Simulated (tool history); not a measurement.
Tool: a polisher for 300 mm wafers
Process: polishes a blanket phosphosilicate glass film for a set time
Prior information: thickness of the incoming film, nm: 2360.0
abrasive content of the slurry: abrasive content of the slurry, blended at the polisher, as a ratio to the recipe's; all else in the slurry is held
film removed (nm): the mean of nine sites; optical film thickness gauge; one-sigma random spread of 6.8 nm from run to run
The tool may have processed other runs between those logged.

run	hour	flow of slurry (ml/min)	pressure of the wafer on the pad (psi)	speed of the pad under the wafer (m/s)	abrasive content of the slurry	polishing time (s)	film removed (nm)
1	0	140	4	1.16	1	88	943.32
2	5	140	3.6	1.14	1	88	858.33
3	12.6	140	3.6	1.14	0.9	88	815.01
4	18.1	140	3.6	1.14	1.1	88	874.22
5	23.2	140	3.3	1.12	1.1	88	786.68
6	28.4	140	3	1.12	1.1	88	719.27
7	29.3	140	3	1.12	1.1	88	740.56
8	35.2	140	2.8	1.1	1.1	88	661.68

Run 9 has not been measured yet. What should we expect?
9	43.3	140	2.6	1.1	1.1	88	?

Run 9 came out at film removed (nm) 622.89.
